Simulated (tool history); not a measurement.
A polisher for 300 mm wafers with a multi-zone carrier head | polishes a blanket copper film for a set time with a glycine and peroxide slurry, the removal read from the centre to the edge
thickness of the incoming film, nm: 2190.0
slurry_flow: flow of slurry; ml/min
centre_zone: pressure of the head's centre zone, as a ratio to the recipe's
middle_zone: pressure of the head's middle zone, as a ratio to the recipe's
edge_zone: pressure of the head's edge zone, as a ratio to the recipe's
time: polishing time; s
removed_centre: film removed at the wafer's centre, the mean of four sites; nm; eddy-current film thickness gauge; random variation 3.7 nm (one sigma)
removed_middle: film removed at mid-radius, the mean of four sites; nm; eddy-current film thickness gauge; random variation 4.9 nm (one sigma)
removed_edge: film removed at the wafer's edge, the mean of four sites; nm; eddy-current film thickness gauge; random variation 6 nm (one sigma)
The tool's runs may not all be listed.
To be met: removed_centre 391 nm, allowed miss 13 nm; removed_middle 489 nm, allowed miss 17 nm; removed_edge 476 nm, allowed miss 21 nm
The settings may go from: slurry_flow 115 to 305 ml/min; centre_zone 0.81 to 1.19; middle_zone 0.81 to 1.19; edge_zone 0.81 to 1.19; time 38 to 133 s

run  hour  slurry_flow  centre_zone  middle_zone  edge_zone  time  removed_centre  removed_middle  removed_edge
  1     0          195            1            1          1    85          391.32          395.05        402.76
  2   2.2          215            1            1          1    85          386.77          396.99        409.41
  3   8.9          215            1            1       0.94    85          391.92          406.09        392.98
  4  11.9          240            1            1       0.94    85          393.44           414.2         396.7
  5  20.8          240            1            1       0.94    95          442.89          459.14        445.24
  6  25.5          240            1            1       1.01    95          436.79          448.17        464.78
  7  34.3          245         0.96         1.03       1.01    95          425.37          475.58        465.96
  8  41.3          245         0.93         1.03       1.02    95          410.97           463.1        454.68

5 next moves are on the table. One of them brings every result within its allowed miss. Which?
  A  48.3          285         0.86          1.1       1.02    99               ?               ?             ?
  B  48.3          290         0.86         1.07       1.07    95               ?               ?             ?
  C  48.3          295         0.91         0.85        1.1    97               ?               ?             ?
  D  48.3          255         0.93         1.08       1.04    96               ?               ?             ?
  E  48.3          300         0.84         1.02       1.15    91               ?               ?             ?

move  removed_centre  removed_middle  removed_edge
   A          407.67          516.42        490.13
   B          391.81          484.72        482.33
   C           423.6          408.64        501.44
   D          422.68          487.56        476.11
   E          367.63          447.16        480.69
A: as far off as the last run
B: meets every target
C: further off than the last run
D: further off than the last run
E: takes the result that was furthest off past its target
Answer: B

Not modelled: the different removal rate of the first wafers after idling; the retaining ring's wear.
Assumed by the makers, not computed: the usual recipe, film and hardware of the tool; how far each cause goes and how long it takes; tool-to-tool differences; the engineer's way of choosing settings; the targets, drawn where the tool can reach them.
